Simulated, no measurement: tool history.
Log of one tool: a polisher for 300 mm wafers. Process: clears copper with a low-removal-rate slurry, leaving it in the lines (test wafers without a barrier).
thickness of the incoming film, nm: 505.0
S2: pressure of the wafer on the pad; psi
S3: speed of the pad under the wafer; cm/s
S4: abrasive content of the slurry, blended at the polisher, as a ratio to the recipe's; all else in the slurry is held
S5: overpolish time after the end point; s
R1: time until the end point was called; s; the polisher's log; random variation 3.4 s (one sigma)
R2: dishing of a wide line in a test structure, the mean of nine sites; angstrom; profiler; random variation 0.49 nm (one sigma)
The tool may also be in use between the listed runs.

Run 1, day 0.000: flow of slurry (ml/min) 225, S2 2.3 psi, S3 142 cm/s, S4 1.0, S5 17 s. Result: R1 152.05 s, R2 327.88 angstrom.
Run 2, day 0.062: flow of slurry (ml/min) 225, S2 2.3 psi, S3 142 cm/s, S4 1.1, S5 17 s. Result: R1 147.79 s, R2 330.87 angstrom.
Run 3, day 0.388: flow of slurry (ml/min) 225, S2 2.3 psi, S3 142 cm/s, S4 1.0, S5 17 s. Result: R1 155.40 s, R2 324.03 angstrom.
Run 4, day 0.571: flow of slurry (ml/min) 225, S2 2.2 psi, S3 142 cm/s, S4 1.0, S5 18 s. Result: R1 160.97 s, R2 333.90 angstrom.
Run 5, day 0.933: flow of slurry (ml/min) 225, S2 2.2 psi, S3 142 cm/s, S4 0.9, S5 18 s. Result: R1 167.22 s, R2 323.96 angstrom.
Run 6, day 1.142: flow of slurry (ml/min) 225, S2 2.2 psi, S3 142 cm/s, S4 0.9, S5 24 s. Result: R1 165.43 s, R2 406.93 angstrom.

Run 7 comes next. What will it give?
Run 7, day 1.412: flow of slurry (ml/min) 225, S2 2.1 psi, S3 142 cm/s, S4 0.9, S5 24 s. Result: R1 ?, R2 ?.

{"run 7": {"R1": 172.28, "R2": 391.41}}
